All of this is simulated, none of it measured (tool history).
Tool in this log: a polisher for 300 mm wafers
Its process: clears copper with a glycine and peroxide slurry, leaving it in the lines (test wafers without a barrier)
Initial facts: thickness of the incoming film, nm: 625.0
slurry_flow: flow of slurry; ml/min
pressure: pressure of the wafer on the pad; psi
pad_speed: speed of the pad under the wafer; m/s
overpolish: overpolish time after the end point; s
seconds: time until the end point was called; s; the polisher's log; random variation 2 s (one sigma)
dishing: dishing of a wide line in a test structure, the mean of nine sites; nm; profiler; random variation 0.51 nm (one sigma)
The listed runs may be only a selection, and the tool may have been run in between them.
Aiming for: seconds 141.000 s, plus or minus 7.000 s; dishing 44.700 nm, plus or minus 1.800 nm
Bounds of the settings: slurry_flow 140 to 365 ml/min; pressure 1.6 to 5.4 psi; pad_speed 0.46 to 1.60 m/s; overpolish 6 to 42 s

run,day,slurry_flow,pressure,pad_speed,overpolish,seconds,dishing
1,0.000,235,3.5,1.02,21,79.076,41.997
2,0.242,275,3.5,1.02,21,77.473,42.623
3,0.425,275,3.5,1.02,15,76.612,38.999
4,0.462,275,3.5,0.82,15,91.602,37.658
5,0.738,275,3.5,0.92,15,84.861,38.168
6,0.862,275,3.2,0.90,18,94.169,39.306
7,1.142,275,3.0,0.90,20,94.764,40.512
8,1.292,275,2.8,0.88,22,105.480,41.634
9,1.625,275,2.6,0.88,23,107.300,41.183
10,1.679,275,2.4,0.86,25,120.050,40.842
11,1.988,275,2.3,0.86,27,121.720,41.714
12,2.258,275,2.2,0.86,29,127.940,42.447
13,2.567,275,2.2,0.86,30,129.380,42.746
14,2.696,275,2.2,0.86,31,129.030,43.295
15,2.821,275,2.2,0.86,32,128.120,44.057
16,3.033,275,2.1,0.86,33,133.840,44.316

Consider the 5 candidate settings below. Which is the only one whose results all fall within their allowed miss of target?
A,3.246,190,1.9,0.80,38,?,?
B,3.246,285,2.1,0.90,24,?,?
C,3.246,275,2.0,0.84,28,?,?
D,3.246,255,1.7,0.84,40,?,?
E,3.246,205,1.8,0.96,39,?,?

move,seconds,dishing
A,157.580,44.743
B,127.400,40.031
C,139.680,41.502
D,158.380,45.373
E,141.820,45.189
A: takes the biggest miss from the last run beyond its target
B: further off than the last run
C: meets the target for the result that was furthest off, but another lies outside its allowed miss
D: takes the biggest miss from the last run beyond its target
E: meets every target
The right move is E.
